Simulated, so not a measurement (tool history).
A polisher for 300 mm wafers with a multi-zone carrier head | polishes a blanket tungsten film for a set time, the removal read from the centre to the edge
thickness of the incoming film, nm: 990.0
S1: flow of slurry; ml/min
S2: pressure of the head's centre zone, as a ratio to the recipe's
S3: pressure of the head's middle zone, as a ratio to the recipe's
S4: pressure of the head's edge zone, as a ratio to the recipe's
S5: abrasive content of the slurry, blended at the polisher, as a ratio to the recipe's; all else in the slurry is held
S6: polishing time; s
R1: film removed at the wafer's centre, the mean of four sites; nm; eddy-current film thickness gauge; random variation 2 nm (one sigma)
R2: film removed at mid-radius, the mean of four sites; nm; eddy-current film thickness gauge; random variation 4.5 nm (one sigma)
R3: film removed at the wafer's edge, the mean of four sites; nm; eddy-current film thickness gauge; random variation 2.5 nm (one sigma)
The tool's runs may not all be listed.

Run 1, hour 0.0: S1 280 ml/min, S2 1.00, S3 1.00, S4 1.00, S5 1.00, S6 54 s. Result: R1 304.74 nm, R2 307.42 nm, R3 314.34 nm.
Run 2, hour 1.4: S1 280 ml/min, S2 1.00, S3 1.00, S4 0.97, S5 1.00, S6 54 s. Result: R1 305.71 nm, R2 301.59 nm, R3 311.50 nm.
Run 3, hour 8.0: S1 275 ml/min, S2 0.98, S3 1.03, S4 0.95, S5 0.95, S6 54 s. Result: R1 292.36 nm, R2 304.22 nm, R3 307.00 nm.
Run 4, hour 12.3: S1 270 ml/min, S2 0.97, S3 1.05, S4 0.92, S5 0.95, S6 54 s. Result: R1 293.90 nm, R2 310.12 nm, R3 300.29 nm.
Run 5, hour 16.2: S1 270 ml/min, S2 1.04, S3 1.05, S4 0.92, S5 0.95, S6 54 s. Result: R1 313.88 nm, R2 305.42 nm, R3 296.81 nm.
Run 6, hour 18.5: S1 270 ml/min, S2 1.04, S3 1.05, S4 0.92, S5 0.95, S6 65 s. Result: R1 372.64 nm, R2 364.90 nm, R3 360.56 nm.

Forecast run 7:
Run 7, hour 21.3: S1 270 ml/min, S2 1.01, S3 1.06, S4 0.90, S5 0.85, S6 63 s. Result: R1 ?, R2 ?, R3 ?.

Run 7 gave R1 342.72 nm, R2 358.18 nm, R3 337.81 nm.
